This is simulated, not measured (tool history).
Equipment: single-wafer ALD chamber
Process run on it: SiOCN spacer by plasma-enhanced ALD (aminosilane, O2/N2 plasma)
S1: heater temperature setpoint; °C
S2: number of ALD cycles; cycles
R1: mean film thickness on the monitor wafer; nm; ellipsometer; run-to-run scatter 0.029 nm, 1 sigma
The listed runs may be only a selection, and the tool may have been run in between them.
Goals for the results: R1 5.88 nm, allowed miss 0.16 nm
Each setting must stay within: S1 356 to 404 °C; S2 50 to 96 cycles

Run 1, day 0: S1 380 °C, S2 73 cycles. Result: R1 4.7414 nm.
Run 2, day 0.042: S1 370 °C, S2 73 cycles. Result: R1 4.7373 nm.
Run 3, day 0.325: S1 376 °C, S2 73 cycles. Result: R1 4.7877 nm.
Run 4, day 0.525: S1 370 °C, S2 73 cycles. Result: R1 4.7674 nm.
Run 5, day 0.854: S1 370 °C, S2 81 cycles. Result: R1 5.3124 nm.
Run 6, day 1.042: S1 370 °C, S2 71 cycles. Result: R1 4.6438 nm.
Run 7, day 1.408: S1 370 °C, S2 83 cycles. Result: R1 5.4606 nm.
Run 8, day 1.504: S1 370 °C, S2 84 cycles. Result: R1 5.4676 nm.
Run 9, day 1.592: S1 370 °C, S2 85 cycles. Result: R1 5.5438 nm.
Run 10, day 1.792: S1 370 °C, S2 86 cycles. Result: R1 5.6193 nm.

Of the 5 settings listed for the next run, only one would bring every result within its allowed miss of target. Which one?
Run A, day 1.992: S1 372 °C, S2 83 cycles. Result: R1 ?.
Run B, day 1.992: S1 366 °C, S2 83 cycles. Result: R1 ?.
Run C, day 1.992: S1 371 °C, S2 83 cycles. Result: R1 ?.
Run D, day 1.992: S1 359 °C, S2 89 cycles. Result: R1 ?.
Run E, day 1.992: S1 368 °C, S2 81 cycles. Result: R1 ?.

move      R1
   A   5.402
   B   5.402
   C   5.402
   D  5.7926
   E  5.2719
A: moves away from the targets compared with the last run
B: moves away from the targets compared with the last run
C: moves away from the targets compared with the last run
D: meets every target
E: moves away from the targets compared with the last run
The move that meets every target is D.
